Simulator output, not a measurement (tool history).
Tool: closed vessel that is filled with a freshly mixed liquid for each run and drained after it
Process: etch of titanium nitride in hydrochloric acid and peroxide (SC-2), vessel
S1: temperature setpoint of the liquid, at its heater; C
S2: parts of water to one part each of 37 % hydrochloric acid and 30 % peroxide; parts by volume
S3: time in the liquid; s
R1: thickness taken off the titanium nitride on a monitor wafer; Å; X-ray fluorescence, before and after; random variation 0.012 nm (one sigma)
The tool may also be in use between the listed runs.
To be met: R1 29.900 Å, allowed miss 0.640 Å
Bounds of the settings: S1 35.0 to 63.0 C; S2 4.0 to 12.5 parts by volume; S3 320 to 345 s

run    day    S1   S2   S3      R1
  1  0.000  47.0  7.0  320  79.317
  2  0.154  44.5  7.5  320  63.446
  3  0.342  47.5  7.5  320  77.307
  4  0.500  45.0  7.5  320  65.603
  5  0.858  45.0  7.5  345  70.560
  6  1.246  43.0  8.0  345  58.131
  7  1.321  41.5  8.0  345  52.574
  8  1.704  40.0  8.0  345  47.233

4 next moves are on the table. One of them brings every result within its allowed miss. Which?
  A  2.088  36.0  8.5  320   ?
  B  2.088  35.0  8.5  330   ?
  C  2.088  39.5  9.5  345   ?
  D  2.088  35.0  8.5  340   ?

move      R1
   A  31.600
   B  30.290
   C  40.026
   D  31.208
A: nearer than the last run, and not there yet
B: meets every target
C: nearer than the last run, and not there yet
D: nearer than the last run, and not there yet
The right move is B.
